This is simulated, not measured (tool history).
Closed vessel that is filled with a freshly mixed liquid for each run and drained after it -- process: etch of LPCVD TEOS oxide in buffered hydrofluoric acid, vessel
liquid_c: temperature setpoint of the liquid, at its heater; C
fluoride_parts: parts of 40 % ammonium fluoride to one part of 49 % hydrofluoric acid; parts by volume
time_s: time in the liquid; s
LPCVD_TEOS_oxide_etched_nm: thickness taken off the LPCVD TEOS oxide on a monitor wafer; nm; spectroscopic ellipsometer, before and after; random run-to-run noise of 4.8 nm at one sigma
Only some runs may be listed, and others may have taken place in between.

run	day	liquid_c	fluoride_parts	time_s	LPCVD_TEOS_oxide_etched_nm
1	0.000	22.0	8.5	95	339.85
2	0.054	23.0	8.0	95	382.12
3	0.121	23.0	8.0	95	382.06
4	0.179	24.0	7.5	95	437.28
5	0.475	24.0	5.5	95	576.71
6	0.850	25.0	5.5	95	610.19

Run 7, settings as shown, results not yet in. Your forecast:
# day 1.167: thermometer replaced
7	1.167	25.5	5.5	95	?

Run 7 produced LPCVD_TEOS_oxide_etched_nm 705.31 nm.

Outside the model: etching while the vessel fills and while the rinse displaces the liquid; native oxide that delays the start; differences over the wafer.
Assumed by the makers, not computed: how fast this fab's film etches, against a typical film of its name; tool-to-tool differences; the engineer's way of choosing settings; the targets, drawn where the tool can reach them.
